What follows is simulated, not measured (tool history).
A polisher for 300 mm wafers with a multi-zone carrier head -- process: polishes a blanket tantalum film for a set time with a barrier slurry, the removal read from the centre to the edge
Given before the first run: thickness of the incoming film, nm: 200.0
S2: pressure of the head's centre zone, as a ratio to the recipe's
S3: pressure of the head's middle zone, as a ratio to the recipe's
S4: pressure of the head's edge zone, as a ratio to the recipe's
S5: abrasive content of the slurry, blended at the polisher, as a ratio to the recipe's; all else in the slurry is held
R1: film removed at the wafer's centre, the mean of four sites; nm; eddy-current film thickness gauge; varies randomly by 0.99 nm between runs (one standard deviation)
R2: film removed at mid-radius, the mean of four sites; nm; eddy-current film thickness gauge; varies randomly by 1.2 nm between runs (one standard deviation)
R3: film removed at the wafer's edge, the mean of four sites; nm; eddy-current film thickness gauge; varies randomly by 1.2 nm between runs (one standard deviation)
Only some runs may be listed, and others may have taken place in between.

{"run": 1, "hour": 0.0, "flow of slurry (ml/min)": 200, "S2": 1.0, "S3": 1.0, "S4": 1.0, "S5": 1.0, "polishing time (s)": 42, "R1": 79.67, "R2": 78.23, "R3": 77.226}
{"run": 2, "hour": 7.2, "flow of slurry (ml/min)": 210, "S2": 1.02, "S3": 1.03, "S4": 1.03, "S5": 1.1, "polishing time (s)": 42, "R1": 85.026, "R2": 80.957, "R3": 81.431}
{"run": 3, "hour": 7.8, "flow of slurry (ml/min)": 255, "S2": 1.02, "S3": 1.03, "S4": 1.03, "S5": 1.1, "polishing time (s)": 42, "R1": 85.566, "R2": 84.828, "R3": 83.805}
{"run": 4, "hour": 15.6, "flow of slurry (ml/min)": 255, "S2": 1.02, "S3": 1.03, "S4": 0.99, "S5": 1.1, "polishing time (s)": 42, "R1": 84.513, "R2": 85.299, "R3": 82.612}
{"run": 5, "hour": 19.1, "flow of slurry (ml/min)": 255, "S2": 1.02, "S3": 1.03, "S4": 1.05, "S5": 1.1, "polishing time (s)": 42, "R1": 85.619, "R2": 84.872, "R3": 82.184}
{"run": 6, "hour": 23.5, "flow of slurry (ml/min)": 260, "S2": 1.03, "S3": 1.06, "S4": 1.05, "S5": 1.2, "polishing time (s)": 42, "R1": 89.422, "R2": 87.304, "R3": 85.613}
{"run": 7, "hour": 28.6, "flow of slurry (ml/min)": 265, "S2": 1.03, "S3": 1.09, "S4": 1.04, "S5": 1.25, "polishing time (s)": 42, "R1": 89.342, "R2": 90.388, "R3": 84.496}
{"run": 8, "hour": 37.2, "flow of slurry (ml/min)": 270, "S2": 1.03, "S3": 1.09, "S4": 1.04, "S5": 1.3, "polishing time (s)": 43, "R1": 93.377, "R2": 94.507, "R3": 88.164}
{"run": 9, "hour": 43.3, "flow of slurry (ml/min)": 275, "S2": 1.03, "S3": 1.09, "S4": 1.04, "S5": 1.35, "polishing time (s)": 43, "R1": 94.199, "R2": 93.785, "R3": 89.422}

Run 10 is up next; what results do you expect?
{"run": 10, "hour": 52.3, "flow of slurry (ml/min)": 280, "S2": 1.03, "S3": 1.1, "S4": 1.04, "S5": 1.4, "polishing time (s)": 43, "R1": "?", "R2": "?", "R3": "?"}

{"run 10": {"R1": 93.659, "R2": 95.764, "R3": 89.987}}

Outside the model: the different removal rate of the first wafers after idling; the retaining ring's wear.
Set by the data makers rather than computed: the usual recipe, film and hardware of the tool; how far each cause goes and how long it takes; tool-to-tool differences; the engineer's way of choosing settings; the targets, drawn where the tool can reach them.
